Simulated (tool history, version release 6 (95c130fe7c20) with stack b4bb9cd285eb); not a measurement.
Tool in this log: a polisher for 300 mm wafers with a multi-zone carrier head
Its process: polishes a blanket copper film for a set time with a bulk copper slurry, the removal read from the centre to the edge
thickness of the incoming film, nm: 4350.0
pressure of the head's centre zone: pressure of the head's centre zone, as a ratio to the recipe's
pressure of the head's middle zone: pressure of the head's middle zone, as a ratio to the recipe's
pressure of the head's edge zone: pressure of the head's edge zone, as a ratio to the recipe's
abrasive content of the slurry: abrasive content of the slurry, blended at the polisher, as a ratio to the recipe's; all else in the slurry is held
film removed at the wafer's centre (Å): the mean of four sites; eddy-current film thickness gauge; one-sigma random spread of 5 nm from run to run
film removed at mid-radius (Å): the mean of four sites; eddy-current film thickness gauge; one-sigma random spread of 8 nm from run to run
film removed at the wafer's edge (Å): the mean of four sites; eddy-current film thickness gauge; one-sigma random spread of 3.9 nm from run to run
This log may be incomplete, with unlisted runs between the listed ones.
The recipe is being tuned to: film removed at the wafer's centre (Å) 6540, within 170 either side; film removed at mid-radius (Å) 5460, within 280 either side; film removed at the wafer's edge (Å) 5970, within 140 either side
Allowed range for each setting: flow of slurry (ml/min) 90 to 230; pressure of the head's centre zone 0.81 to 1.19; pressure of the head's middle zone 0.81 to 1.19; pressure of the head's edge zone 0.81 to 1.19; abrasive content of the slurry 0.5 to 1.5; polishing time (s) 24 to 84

run  hour  flow of slurry (ml/min)  pressure of the head's centre zone  pressure of the head's middle zone  pressure of the head's edge zone  abrasive content of the slurry  polishing time (s)  film removed at the wafer's centre (Å)  film removed at mid-radius (Å)  film removed at the wafer's edge (Å)
  1     0                      150                                   1                                   1                                 1                               1                  54                                  3812.7                          3870.1                                3800.1
  2   2.7                      160                                1.04                                0.99                              1.05                            1.15                  57                                  4385.2                          4163.8                                4335.3
  3   4.1                      160                                1.04                                0.99                              1.05                            0.95                  57                                  4167.7                          4014.3                                4098.3
  4   5.2                      160                                1.11                                0.99                              1.05                            0.95                  57                                    4487                          3954.8                                4106.8
  5  12.5                      170                                1.13                                1.01                              1.08                             1.1                  59                                  4862.9                          4420.6                                4489.5
  6  15.4                      170                                1.07                                1.01                              1.08                             1.1                  59                                  4701.9                          4359.2                                  4533
  7  20.6                      180                                 1.1                                1.02                               1.1                             1.2                  61                                  5171.2                          4723.9                                4839.5
  8  23.9                      185                                1.11                                1.01                              1.12                             1.3                  62                                  5399.2                          4851.1                                5073.7
  9    28                      190                                1.12                                   1                              1.14                            1.35                  63                                  5612.4                          5096.6                                5364.7
 10  35.6                      200                                1.14                                0.98                              1.15                             1.4                  64                                  5930.1                            5214                                5439.6
 11  44.2                      195                                1.15                                0.97                              1.16                            1.45                  65                                  6134.7                          5271.8                                5653.5
     50.2  -- worn pad replaced by a new one
 12  50.2                      195                                1.16                                0.96                              1.17                            1.45                  65                                  6711.4                          5717.9                                6133.9
 13  57.4                      195                                1.16                                0.95                              1.16                            1.45                  65                                  6714.1                          5671.6                                  6142

Exercise: of the 5 proposed moves below, exactly one satisfies all targets within the stated allowed misses. Which move is it?
  A  64.6                      225                                1.16                                1.12                              1.09                             1.4                  62                                       ?                               ?                                     ?
  B  64.6                      220                                1.14                                0.93                              1.12                             1.5                  63                                       ?                               ?                                     ?
  C  64.6                      190                                1.18                                0.98                              1.11                            1.45                  62                                       ?                               ?                                     ?
  D  64.6                      180                                1.09                                0.87                              1.12                             1.5                  67                                       ?                               ?                                     ?
  E  64.6                      170                                1.07                                1.03                              1.07                            1.45                  70                                       ?                               ?                                     ?

move  film removed at the wafer's centre (Å)  film removed at mid-radius (Å)  film removed at the wafer's edge (Å)
   A                                  6453.7                          5941.6                                5717.5
   B                                  6534.7                          5382.1                                5998.6
   C                                  6455.1                          5333.5                                5735.9
   D                                  6435.9                          5322.9                                6253.8
   E                                  6481.9                          6134.2                                6276.2
A: the result that was furthest off in the last run now lies on the other side of its target
B: all results in spec
C: the result that was furthest off in the last run now lies on the other side of its target
D: lands further from the targets than the last run did
E: lands further from the targets than the last run did
The right move is B.
